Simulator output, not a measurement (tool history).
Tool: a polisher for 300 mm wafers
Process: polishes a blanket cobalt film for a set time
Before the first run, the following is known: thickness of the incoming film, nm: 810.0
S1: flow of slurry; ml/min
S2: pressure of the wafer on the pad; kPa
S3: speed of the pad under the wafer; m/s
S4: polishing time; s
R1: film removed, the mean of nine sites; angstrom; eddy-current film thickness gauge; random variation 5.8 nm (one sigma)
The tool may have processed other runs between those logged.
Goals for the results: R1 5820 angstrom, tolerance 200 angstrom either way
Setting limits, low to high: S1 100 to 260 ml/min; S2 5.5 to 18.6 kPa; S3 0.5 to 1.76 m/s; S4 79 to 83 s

{"run": 1, "day": 0.0, "S1": 165, "S2": 11.7, "S3": 1.12, "S4": 79, "R1": 4050.3}
{"run": 2, "day": 0.079, "S1": 165, "S2": 11.7, "S3": 1.12, "S4": 83, "R1": 4174.9}
{"run": 3, "day": 0.133, "S1": 165, "S2": 12.4, "S3": 1.12, "S4": 83, "R1": 4447.7}
{"run": 4, "day": 0.462, "S1": 170, "S2": 13.1, "S3": 1.12, "S4": 83, "R1": 4697.1}
{"run": 5, "day": 0.758, "S1": 175, "S2": 13.8, "S3": 1.12, "S4": 83, "R1": 5041.7}
{"run": 6, "day": 1.004, "S1": 140, "S2": 13.8, "S3": 1.12, "S4": 83, "R1": 4796.7}
{"run": 7, "day": 1.233, "S1": 155, "S2": 14.5, "S3": 1.12, "S4": 83, "R1": 5148.6}
{"run": 8, "day": 1.412, "S1": 165, "S2": 14.5, "S3": 1.12, "S4": 83, "R1": 5228.4}
{"run": 9, "day": 1.738, "S1": 175, "S2": 14.5, "S3": 1.12, "S4": 83, "R1": 5268.4}
{"run": 10, "day": 2.05, "S1": 185, "S2": 14.5, "S3": 1.12, "S4": 83, "R1": 5281.6}
{"run": 11, "day": 2.392, "S1": 190, "S2": 15.2, "S3": 1.12, "S4": 83, "R1": 5422.9}

5 next moves are on the table. One of them brings every result within its allowed miss. Which?
{"run": "A", "day": 2.733, "S1": 215, "S2": 17.2, "S3": 1.02, "S4": 83, "R1": "?"}
{"run": "B", "day": 2.733, "S1": 200, "S2": 15.9, "S3": 1.08, "S4": 80, "R1": "?"}
{"run": "C", "day": 2.733, "S1": 185, "S2": 15.2, "S3": 1.16, "S4": 79, "R1": "?"}
{"run": "D", "day": 2.733, "S1": 195, "S2": 15.9, "S3": 1.02, "S4": 80, "R1": "?"}
{"run": "E", "day": 2.733, "S1": 215, "S2": 15.2, "S3": 1.26, "S4": 83, "R1": "?"}

move=A R1=5719.5
move=B R1=5326.3
move=C R1=5348.2
move=D R1=5024.8
move=E R1=6195.8
A: all results land within tolerance of their targets
B: further off than the last run
C: further off than the last run
D: further off than the last run
E: moves the result that the last run missed by most past its target, out the other side
The move that meets every target is A.
